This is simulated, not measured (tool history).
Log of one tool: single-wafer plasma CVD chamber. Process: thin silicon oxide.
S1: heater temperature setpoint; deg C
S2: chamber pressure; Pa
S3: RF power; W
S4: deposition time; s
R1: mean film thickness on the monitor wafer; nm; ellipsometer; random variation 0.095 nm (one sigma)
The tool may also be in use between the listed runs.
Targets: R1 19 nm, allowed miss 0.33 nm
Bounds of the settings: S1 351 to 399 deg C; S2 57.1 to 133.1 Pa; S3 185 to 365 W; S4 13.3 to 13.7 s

run    day   S1     S2   S3    S4      R1
  1      0  375   95.1  275  13.3  21.827
  2  0.188  375  102.1  275  13.3  23.576
  3  0.408  371  102.1  275  13.3  23.732
  4  0.625  379  102.1  275  13.3  23.472
  5  0.717  379   97.3  275  13.3  22.666
  6  0.883  379  105.1  275  13.3  24.144
  7  0.925  379   98.9  275  13.3  22.789
  8  0.971  379   94.4  275  13.3  21.877
  9  1.133  379   90.8  275  13.3   21.03
 10  1.171  379   88.3  275  13.3  20.521
 11  1.396  379   86.4  275  13.3  20.004
 12  1.533  379   85.2  275  13.3   19.66

Which of these 5 next moves meets every target?
  A  1.671  374    96  205  13.5   ?
  B  1.671  372  82.1  295  13.7   ?
  C  1.671  383  80.3  275  13.7   ?
  D  1.671  381  88.4  285  13.3   ?
  E  1.671  384  85.1  295  13.7   ?

move      R1
   A  20.386
   B  19.973
   C  18.965
   D  20.545
   E  20.546
A: further off than the last run
B: further off than the last run
C: meets every target
D: further off than the last run
E: further off than the last run
Move C is the one to make.

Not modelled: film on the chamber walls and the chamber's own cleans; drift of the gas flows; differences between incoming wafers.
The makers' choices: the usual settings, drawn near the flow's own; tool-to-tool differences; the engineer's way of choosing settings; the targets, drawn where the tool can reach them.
